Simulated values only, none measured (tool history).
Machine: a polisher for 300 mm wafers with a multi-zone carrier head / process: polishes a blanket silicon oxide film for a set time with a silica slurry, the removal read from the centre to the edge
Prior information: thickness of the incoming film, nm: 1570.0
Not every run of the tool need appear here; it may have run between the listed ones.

run,hour,flow of slurry (ml/min),pressure of the head's centre zone,pressure of the head's middle zone,pressure of the head's edge zone,abrasive content of the slurry,polishing time (s),film removed at the wafer's centre (angstrom),film removed at mid-radius (angstrom),film removed at the wafer's edge (angstrom)
1,0,260,1,1,1,1,86,2461.5,2473.3,2488.2
2,4.7,260,1,1,1,1.15,86,2605,2612.4,2626.5
3,12.5,265,0.98,0.99,1.05,1.25,89,2750.4,2846.9,2927.9
4,15.2,275,0.97,0.97,1.09,1.3,90,2808.4,2827.6,3069.8
5,18.7,280,0.96,0.97,1.12,1.35,91,2869.9,2878.2,3196
6,25,285,0.95,0.97,1.14,1.4,92,2936.1,2949.6,3295.8
7,31.4,280,0.94,0.97,1.15,1.45,94,2990.9,3126.3,3416.8
8,36.7,295,0.93,0.96,1.16,1.45,95,3018,3100.9,3523

What will run 9 give?
9,44,310,0.93,0.96,1.17,1.45,95,?,?,?

film removed at the wafer's centre (angstrom): 3053.5
film removed at mid-radius (angstrom): 3105
film removed at the wafer's edge (angstrom): 3527.2
